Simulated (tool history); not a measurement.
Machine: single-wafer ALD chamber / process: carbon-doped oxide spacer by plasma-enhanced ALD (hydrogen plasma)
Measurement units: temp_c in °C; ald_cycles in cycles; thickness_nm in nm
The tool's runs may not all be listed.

run,day,temp_c,ald_cycles,thickness_nm
1,0.000,380,409,20.309
2,0.108,380,397,19.801
3,0.412,380,429,21.315
4,0.708,384,429,21.492
5,0.933,394,429,21.463
6,1.192,394,415,20.674
# day 1.304: thermocouple changed; heater temperature recalibrated
7,1.304,394,403,20.129

What will run 8 give?
8,1.596,394,338,?

{"run 8": {"thickness_nm": 16.798}}
